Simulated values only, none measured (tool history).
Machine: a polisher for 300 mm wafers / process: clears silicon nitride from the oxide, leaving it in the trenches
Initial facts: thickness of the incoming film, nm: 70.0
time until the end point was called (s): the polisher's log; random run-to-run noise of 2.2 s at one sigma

run    day  flow of slurry (ml/min)  pressure of the wafer on the pad (kPa)  speed of the pad under the wafer (m/s)  overpolish time after the end point (s)  time until the end point was called (s)
  1  0.000                      140                                    20.0                                    1.00                                        4                                   71.513
  2  0.329                      140                                    17.9                                    1.00                                        4                                   75.733
  3  0.421                      140                                    16.5                                    0.96                                        4                                   86.443
  4  0.538                      140                                    15.2                                    0.94                                        4                                   90.807
  5  0.871                      140                                    15.2                                    1.08                                        4                                   79.628
  6  1.200                      140                                    18.6                                    1.08                                        4                                   70.969

The next listed run, before its measurement:
  7  1.333                      140                                    17.2                                    1.02                                        4                                        ?

time until the end point was called (s): 77.486

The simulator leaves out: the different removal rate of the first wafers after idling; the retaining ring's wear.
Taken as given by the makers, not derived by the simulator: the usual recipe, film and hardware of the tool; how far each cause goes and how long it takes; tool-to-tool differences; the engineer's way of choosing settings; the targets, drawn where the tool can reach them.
